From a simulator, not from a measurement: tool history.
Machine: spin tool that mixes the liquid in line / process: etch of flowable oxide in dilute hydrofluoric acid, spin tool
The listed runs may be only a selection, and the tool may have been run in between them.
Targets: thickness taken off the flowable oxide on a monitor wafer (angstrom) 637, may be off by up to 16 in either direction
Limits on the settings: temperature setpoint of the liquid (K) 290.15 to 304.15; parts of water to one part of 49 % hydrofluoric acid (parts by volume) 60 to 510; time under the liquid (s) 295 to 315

run	hour	temperature setpoint of the liquid (K)	parts of water to one part of 49 % hydrofluoric acid (parts by volume)	time under the liquid (s)	thickness taken off the flowable oxide on a monitor wafer (angstrom)
1	0	296.15	285	295	233.76
2	1.1	296.15	345	295	183.31
3	6.6	296.15	345	295	182.42
4	13.1	297.15	310	295	217.56
5	15	297.15	310	315	231.18
6	17.8	297.15	220	315	351.57
7	22.1	298.15	205	315	399.89
8	27.2	299.15	195	315	444.53
9	28.1	299.65	190	315	459.45
10	29.6	303.65	140	315	778.83
11	30.4	303.15	140	315	762.65

Which one of the following 5 next-run settings gets every result inside its allowed miss? There is exactly one.
A	31.2	304.15	120	315	?
B	31.2	304.15	180	315	?
C	31.2	303.65	150	315	?
D	31.2	302.15	155	310	?
E	31.2	302.15	150	315	?

move	thickness taken off the flowable oxide on a monitor wafer (angstrom)
A	950.54
B	584.7
C	716.92
D	642.73
E	679.19
A: moves away from the targets compared with the last run
B: carries the result that was furthest off beyond its target, to the other side
C: better than the last run, though not everything is in spec
D: every result lands within tolerance
E: better than the last run, though not everything is in spec
Correct choice: D, which meets every target
